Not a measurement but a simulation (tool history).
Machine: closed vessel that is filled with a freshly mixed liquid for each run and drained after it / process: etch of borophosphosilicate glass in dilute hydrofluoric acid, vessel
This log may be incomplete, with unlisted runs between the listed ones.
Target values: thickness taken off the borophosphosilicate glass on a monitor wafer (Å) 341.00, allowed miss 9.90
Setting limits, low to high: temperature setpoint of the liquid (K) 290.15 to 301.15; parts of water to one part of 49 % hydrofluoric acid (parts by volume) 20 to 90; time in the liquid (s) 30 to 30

run	hour	temperature setpoint of the liquid (K)	parts of water to one part of 49 % hydrofluoric acid (parts by volume)	time in the liquid (s)	thickness taken off the borophosphosilicate glass on a monitor wafer (Å)
1	0.0	293.15	50	30	170.15
2	0.7	293.15	65	30	126.21
3	3.6	293.15	65	30	127.71
4	7.1	293.15	70	30	116.63
5	15.2	296.65	70	30	135.44
6	16.7	296.65	60	30	161.50
7	24.6	297.65	55	30	180.89
8	29.0	298.65	50	30	211.65
9	32.6	299.15	45	30	239.75
10	36.9	299.65	40	30	275.31
# hour 45.7: thermometer replaced
11	45.7	300.15	40	30	256.83
12	53.4	300.15	35	30	294.01
13	54.7	300.65	30	30	358.13

5 next moves are on the table. One of them brings every result within its allowed miss. Which?
A	56.0	296.65	25	30	?
B	56.0	298.15	25	30	?
C	56.0	301.15	30	30	?
D	56.0	298.65	25	30	?
E	56.0	299.65	30	30	?

move	thickness taken off the borophosphosilicate glass on a monitor wafer (Å)
A	364.12
B	387.77
C	362.99
D	395.93
E	341.42
A: the biggest miss grows against the last run
B: the biggest miss grows against the last run
C: the biggest miss grows against the last run
D: the biggest miss grows against the last run
E: meets every target
Answer: E
